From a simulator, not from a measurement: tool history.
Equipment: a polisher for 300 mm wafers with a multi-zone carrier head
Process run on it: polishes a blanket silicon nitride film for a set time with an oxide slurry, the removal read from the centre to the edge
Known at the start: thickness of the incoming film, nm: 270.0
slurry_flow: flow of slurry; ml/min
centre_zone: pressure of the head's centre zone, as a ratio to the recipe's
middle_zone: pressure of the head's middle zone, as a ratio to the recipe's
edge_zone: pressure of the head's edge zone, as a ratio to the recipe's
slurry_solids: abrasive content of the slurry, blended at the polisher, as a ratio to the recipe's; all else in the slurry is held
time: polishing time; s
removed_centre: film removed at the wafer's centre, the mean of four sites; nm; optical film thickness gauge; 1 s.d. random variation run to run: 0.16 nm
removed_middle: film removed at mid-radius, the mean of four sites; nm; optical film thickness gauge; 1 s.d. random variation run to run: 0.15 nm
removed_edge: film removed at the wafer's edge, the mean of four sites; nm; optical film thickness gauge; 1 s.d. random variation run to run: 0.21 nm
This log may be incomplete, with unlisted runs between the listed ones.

{"run": 1, "hour": 0.0, "slurry_flow": 215, "centre_zone": 1, "middle_zone": 1, "edge_zone": 1, "slurry_solids": 1, "time": 51, "removed_centre": 22.645, "removed_middle": 22.106, "removed_edge": 23.365}
{"run": 2, "hour": 4.9, "slurry_flow": 245, "centre_zone": 1, "middle_zone": 1, "edge_zone": 1, "slurry_solids": 1, "time": 51, "removed_centre": 23.089, "removed_middle": 22.597, "removed_edge": 22.965}
{"run": 3, "hour": 8.7, "slurry_flow": 240, "centre_zone": 0.99, "middle_zone": 0.98, "edge_zone": 1, "slurry_solids": 0.95, "time": 51, "removed_centre": 21.903, "removed_middle": 21.55, "removed_edge": 22.988}
{"run": 4, "hour": 15.8, "slurry_flow": 245, "centre_zone": 0.99, "middle_zone": 0.96, "edge_zone": 0.99, "slurry_solids": 0.9, "time": 50, "removed_centre": 21.263, "removed_middle": 20.343, "removed_edge": 21.509}
{"run": 5, "hour": 23.3, "slurry_flow": 245, "centre_zone": 1.07, "middle_zone": 0.96, "edge_zone": 0.99, "slurry_solids": 0.9, "time": 50, "removed_centre": 22.995, "removed_middle": 20.02, "removed_edge": 21.993}
{"run": 6, "hour": 29.9, "slurry_flow": 240, "centre_zone": 1.05, "middle_zone": 0.94, "edge_zone": 0.98, "slurry_solids": 0.85, "time": 50, "removed_centre": 22.436, "removed_middle": 19.482, "removed_edge": 21.609}
{"run": 7, "hour": 35.1, "slurry_flow": 240, "centre_zone": 1.03, "middle_zone": 0.93, "edge_zone": 0.98, "slurry_solids": 0.8, "time": 50, "removed_centre": 21.106, "removed_middle": 18.625, "removed_edge": 20.617}

What does the tool deliver on the next run?
{"run": 8, "hour": 37.6, "slurry_flow": 235, "centre_zone": 1.01, "middle_zone": 0.91, "edge_zone": 0.98, "slurry_solids": 0.75, "time": 50, "removed_centre": "?", "removed_middle": "?", "removed_edge": "?"}

Run 8 yielded removed_centre 19.64 nm, removed_middle 17.904 nm, removed_edge 20.045 nm.
